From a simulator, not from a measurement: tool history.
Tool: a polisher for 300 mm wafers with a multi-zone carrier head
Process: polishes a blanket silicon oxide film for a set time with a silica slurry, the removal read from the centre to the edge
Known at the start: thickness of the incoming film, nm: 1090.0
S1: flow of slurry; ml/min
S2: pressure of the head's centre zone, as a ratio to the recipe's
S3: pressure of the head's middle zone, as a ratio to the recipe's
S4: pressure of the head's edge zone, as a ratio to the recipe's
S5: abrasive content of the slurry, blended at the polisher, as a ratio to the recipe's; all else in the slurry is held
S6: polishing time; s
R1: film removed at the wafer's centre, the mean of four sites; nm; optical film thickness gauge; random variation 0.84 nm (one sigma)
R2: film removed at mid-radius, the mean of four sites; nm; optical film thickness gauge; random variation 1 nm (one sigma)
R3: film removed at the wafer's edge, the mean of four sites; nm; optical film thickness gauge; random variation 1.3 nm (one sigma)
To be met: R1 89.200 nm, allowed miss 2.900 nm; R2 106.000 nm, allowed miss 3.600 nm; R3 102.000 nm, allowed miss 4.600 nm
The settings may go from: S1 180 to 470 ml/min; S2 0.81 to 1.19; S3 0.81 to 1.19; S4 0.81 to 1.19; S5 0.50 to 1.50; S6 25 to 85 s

run  hour   S1    S2    S3    S4    S5  S6       R1       R2       R3
  1   0.0  300  1.00  1.00  1.00  1.00  55  134.640  130.770  133.880
  2   2.9  295  0.95  1.00  0.97  0.85  55  111.640  114.990  116.850
  3   7.8  285  0.91  1.00  0.94  0.85  55  108.270  116.700  114.440
  4  14.9  285  0.91  1.00  0.94  1.05  55  127.100  134.470  132.140
  5  22.7  280  0.88  1.00  0.93  0.95  55  114.020  126.100  126.430
  6  28.0  280  0.84  1.00  0.93  0.95  55  107.920  126.250  125.570
  7  35.5  265  0.81  0.98  0.83  0.70  54   77.086   91.073   87.661
  8  41.8  265  0.81  0.98  0.83  0.70  54   76.195   92.202   87.150
  9  49.6  285  0.83  1.00  0.87  0.70  54   81.083   92.996   89.138

4 next moves are on the table. One of them brings every result within its allowed miss. Which?
  A  57.4  230  0.82  1.00  0.83  1.00  46   ?   ?   ?
  B  57.4  195  0.81  1.10  0.82  0.70  64   ?   ?   ?
  C  57.4  395  0.88  1.17  0.81  0.80  46   ?   ?   ?
  D  57.4  335  0.94  1.02  0.84  0.65  54   ?   ?   ?

move      R1       R2       R3
   A  90.011  107.550  101.550
   B  88.117  115.820  100.750
   C  85.942  108.590   87.414
   D  84.548   89.066   82.368
A: meets every target
B: takes the result that was furthest off past its target
C: brings the result that was furthest off to its target, and leaves another outside
D: further off than the last run
The right move is A.
